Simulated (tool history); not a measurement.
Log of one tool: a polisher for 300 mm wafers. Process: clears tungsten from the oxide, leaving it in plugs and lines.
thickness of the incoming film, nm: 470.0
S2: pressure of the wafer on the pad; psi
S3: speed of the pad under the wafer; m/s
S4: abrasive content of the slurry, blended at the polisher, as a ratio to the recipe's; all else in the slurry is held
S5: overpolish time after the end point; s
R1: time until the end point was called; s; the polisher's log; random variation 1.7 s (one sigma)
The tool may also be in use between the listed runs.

run 1 hour=0 | flow_of_slurry_(ml/min)=180 S2=2.8 S3=1.12 S4=1 S5=36 | R1=118.75
run 2 hour=4.8 | flow_of_slurry_(ml/min)=180 S2=2.8 S3=1.12 S4=1.15 S5=36 | R1=117.86
run 3 hour=13.5 | flow_of_slurry_(ml/min)=180 S2=3.4 S3=1.12 S4=1.15 S5=36 | R1=103.49
run 4 hour=18.7 | flow_of_slurry_(ml/min)=175 S2=2.9 S3=1.1 S4=1.15 S5=36 | R1=116.41
run 5 hour=27.7 | flow_of_slurry_(ml/min)=175 S2=2.5 S3=1.08 S4=1.15 S5=36 | R1=130.73
run 6 hour=33.4 | flow_of_slurry_(ml/min)=175 S2=1.9 S3=1.08 S4=1.15 S5=36 | R1=157.46
run 7 hour=40.5 | flow_of_slurry_(ml/min)=175 S2=1.8 S3=1.08 S4=1.15 S5=36 | R1=162.66

Forecast run 8:
run 8 hour=44.7 | flow_of_slurry_(ml/min)=175 S2=1.7 S3=1.08 S4=1.15 S5=36 | R1=?

R1: 163.91 s

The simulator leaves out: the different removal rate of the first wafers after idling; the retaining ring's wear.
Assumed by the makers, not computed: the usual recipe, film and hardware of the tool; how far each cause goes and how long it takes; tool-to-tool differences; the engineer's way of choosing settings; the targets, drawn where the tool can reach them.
